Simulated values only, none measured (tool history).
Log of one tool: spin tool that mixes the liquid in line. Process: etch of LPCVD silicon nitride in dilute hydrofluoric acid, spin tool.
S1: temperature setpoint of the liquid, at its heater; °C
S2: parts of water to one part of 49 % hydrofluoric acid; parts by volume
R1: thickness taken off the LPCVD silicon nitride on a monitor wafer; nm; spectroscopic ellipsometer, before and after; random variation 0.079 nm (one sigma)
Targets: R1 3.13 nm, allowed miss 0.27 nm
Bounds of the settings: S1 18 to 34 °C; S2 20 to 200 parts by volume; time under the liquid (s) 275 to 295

{"run": 1, "hour": 0.0, "S1": 26, "S2": 110, "time under the liquid (s)": 275, "R1": 1.344}
{"run": 2, "hour": 6.3, "S1": 26, "S2": 125, "time under the liquid (s)": 275, "R1": 1.1676}
{"run": 3, "hour": 8.8, "S1": 28, "S2": 105, "time under the liquid (s)": 280, "R1": 1.6523}
{"run": 4, "hour": 17.2, "S1": 28, "S2": 105, "time under the liquid (s)": 295, "R1": 1.6466}
{"run": 5, "hour": 19.0, "S1": 28, "S2": 105, "time under the liquid (s)": 275, "R1": 1.573}
{"run": 6, "hour": 24.8, "S1": 28, "S2": 145, "time under the liquid (s)": 275, "R1": 1.1386}
{"run": 7, "hour": 28.9, "S1": 29.5, "S2": 120, "time under the liquid (s)": 280, "R1": 1.5507}
{"run": 8, "hour": 36.8, "S1": 30.5, "S2": 105, "time under the liquid (s)": 285, "R1": 1.9575}
{"run": 9, "hour": 43.9, "S1": 31.5, "S2": 95, "time under the liquid (s)": 285, "R1": 2.3253}
{"run": 10, "hour": 52.0, "S1": 32, "S2": 90, "time under the liquid (s)": 285, "R1": 2.5437}
{"run": 11, "hour": 57.6, "S1": 32.5, "S2": 85, "time under the liquid (s)": 285, "R1": 2.6696}

Which of these 5 next moves meets every target?
{"run": "A", "hour": 63.2, "S1": 27, "S2": 70, "time under the liquid (s)": 280, "R1": "?"}
{"run": "B", "hour": 63.2, "S1": 30.5, "S2": 95, "time under the liquid (s)": 295, "R1": "?"}
{"run": "C", "hour": 63.2, "S1": 34, "S2": 85, "time under the liquid (s)": 295, "R1": "?"}
{"run": "D", "hour": 63.2, "S1": 33, "S2": 95, "time under the liquid (s)": 290, "R1": "?"}
{"run": "E", "hour": 63.2, "S1": 32.5, "S2": 90, "time under the liquid (s)": 275, "R1": "?"}

move=A R1=2.2385
move=B R1=2.1823
move=C R1=3.0383
move=D R1=2.509
move=E R1=2.4356
A: further off than the last run
B: further off than the last run
C: meets every target
D: further off than the last run
E: further off than the last run
Answer: C
